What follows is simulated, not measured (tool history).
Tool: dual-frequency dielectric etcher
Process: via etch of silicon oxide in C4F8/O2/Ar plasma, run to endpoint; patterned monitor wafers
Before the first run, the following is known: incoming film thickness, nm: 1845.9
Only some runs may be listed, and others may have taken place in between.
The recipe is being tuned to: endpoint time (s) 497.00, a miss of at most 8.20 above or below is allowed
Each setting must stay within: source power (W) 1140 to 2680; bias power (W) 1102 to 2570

Run 1, hour 0.0: source power (W) 1910, bias power (W) 1836. Result: endpoint time (s) 425.12.
Run 2, hour 8.1: source power (W) 1680, bias power (W) 1800. Result: endpoint time (s) 448.48.
Run 3, hour 12.7: source power (W) 1680, bias power (W) 1972. Result: endpoint time (s) 439.47.
Run 4, hour 20.9: source power (W) 1930, bias power (W) 1972. Result: endpoint time (s) 416.41.
Run 5, hour 27.0: source power (W) 1680, bias power (W) 1911. Result: endpoint time (s) 442.40.
Run 6, hour 28.2: source power (W) 1830, bias power (W) 1911. Result: endpoint time (s) 427.73.
Run 7, hour 31.6: source power (W) 1610, bias power (W) 1875. Result: endpoint time (s) 450.82.
Run 8, hour 40.5: source power (W) 1470, bias power (W) 1850. Result: endpoint time (s) 467.92.
Run 9, hour 47.6: source power (W) 1390, bias power (W) 1836. Result: endpoint time (s) 482.24.
Run 10, hour 52.8: source power (W) 1350, bias power (W) 1831. Result: endpoint time (s) 485.80.

Which single option among these 4 for the next run brings every result within its allowed miss of target? Just one does.
Run A, hour 58.0: source power (W) 1300, bias power (W) 1840. Result: endpoint time (s) ?.
Run B, hour 58.0: source power (W) 1360, bias power (W) 1959. Result: endpoint time (s) ?.
Run C, hour 58.0: source power (W) 1440, bias power (W) 1909. Result: endpoint time (s) ?.
Run D, hour 58.0: source power (W) 1420, bias power (W) 1886. Result: endpoint time (s) ?.

move  endpoint time (s)
   A             495.13
   B             477.36
   C             470.25
   D             474.57
A: hits every target within its allowed miss
B: the biggest miss grows against the last run
C: the biggest miss grows against the last run
D: the biggest miss grows against the last run
Correct choice: A, which meets every target
